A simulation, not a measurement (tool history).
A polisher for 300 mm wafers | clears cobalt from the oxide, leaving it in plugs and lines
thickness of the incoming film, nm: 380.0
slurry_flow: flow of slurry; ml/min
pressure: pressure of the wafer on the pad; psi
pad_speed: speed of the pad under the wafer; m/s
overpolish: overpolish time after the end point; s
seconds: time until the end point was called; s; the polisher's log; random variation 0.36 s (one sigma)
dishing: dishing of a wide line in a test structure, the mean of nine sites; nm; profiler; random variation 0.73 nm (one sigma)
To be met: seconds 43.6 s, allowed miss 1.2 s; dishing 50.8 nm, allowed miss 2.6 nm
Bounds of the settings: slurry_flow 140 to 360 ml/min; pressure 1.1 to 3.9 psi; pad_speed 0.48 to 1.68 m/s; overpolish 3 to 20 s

run 1 hour=0 | slurry_flow=230 pressure=2.5 pad_speed=1.08 overpolish=10 | seconds=64.165 dishing=37.403
run 2 hour=8.1 | slurry_flow=230 pressure=2.5 pad_speed=1.3 overpolish=10 | seconds=53.179 dishing=41.484
run 3 hour=9.4 | slurry_flow=230 pressure=2.5 pad_speed=1.4 overpolish=10 | seconds=50.146 dishing=42.491
run 4 hour=15.9 | slurry_flow=235 pressure=2.6 pad_speed=1.4 overpolish=10 | seconds=48.075 dishing=43.015
run 5 hour=20 | slurry_flow=235 pressure=2.7 pad_speed=1.4 overpolish=11 | seconds=46.933 dishing=46.364
run 6 hour=23 | slurry_flow=235 pressure=2.8 pad_speed=1.4 overpolish=11 | seconds=45.588 dishing=46.911
run 7 hour=25.5 | slurry_flow=235 pressure=2.8 pad_speed=1.4 overpolish=11 | seconds=44.804 dishing=46.455
run 8 hour=28.4 | slurry_flow=235 pressure=2.8 pad_speed=1.4 overpolish=12 | seconds=44.788 dishing=48.043

Which of these 4 next moves meets every target?
run A hour=31.3 | slurry_flow=305 pressure=2.9 pad_speed=1.36 overpolish=13 | seconds=? dishing=?
run B hour=31.3 | slurry_flow=280 pressure=2.8 pad_speed=1.32 overpolish=10 | seconds=? dishing=?
run C hour=31.3 | slurry_flow=215 pressure=2.8 pad_speed=1.34 overpolish=20 | seconds=? dishing=?
run D hour=31.3 | slurry_flow=235 pressure=2.7 pad_speed=1.44 overpolish=10 | seconds=? dishing=?

move=A seconds=43.392 dishing=50.98
move=B seconds=46.556 dishing=44.613
move=C seconds=47.028 dishing=55.916
move=D seconds=45.016 dishing=45.302
A: meets every target
B: further off than the last run
C: takes the result that was furthest off past its target
D: further off than the last run
The right move is A.
